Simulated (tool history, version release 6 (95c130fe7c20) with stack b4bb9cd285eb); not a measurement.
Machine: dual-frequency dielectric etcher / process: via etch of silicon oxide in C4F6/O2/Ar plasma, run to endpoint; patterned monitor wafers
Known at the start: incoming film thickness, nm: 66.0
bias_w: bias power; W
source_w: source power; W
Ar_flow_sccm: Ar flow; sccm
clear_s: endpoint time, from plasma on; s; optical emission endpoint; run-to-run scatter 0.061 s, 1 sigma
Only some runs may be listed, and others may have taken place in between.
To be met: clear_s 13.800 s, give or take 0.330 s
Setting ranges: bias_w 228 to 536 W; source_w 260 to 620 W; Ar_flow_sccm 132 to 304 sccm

run  hour  bias_w  source_w  Ar_flow_sccm  clear_s
  1   0.0     382       440           218   15.021
  2   7.2     401       450           217   14.619
  3  12.4     414       450           216   14.487
  4  18.4     414       450           248   14.561
  5  20.3     414       450           285   14.872
  6  24.4     431       460           284   14.465
  7  27.5     441       460           284   14.302
     29.3  -- source power generator calibrated
  8  29.3     449       460           284   14.632
  9  33.2     452       480           283   14.306

4 next moves are on the table. One of them brings every result within its allowed miss. Which?
  A  37.1     502       470           274        ?
  B  37.1     375       510           291        ?
  C  37.1     432       460           304        ?
  D  37.1     433       470           256        ?

move  clear_s
   A   13.773
   B   14.480
   C   14.715
   D   14.315
A: each result inside its tolerance
B: lands further from the targets than the last run did
C: lands further from the targets than the last run did
D: about as far from the targets as the last run
Answer: A
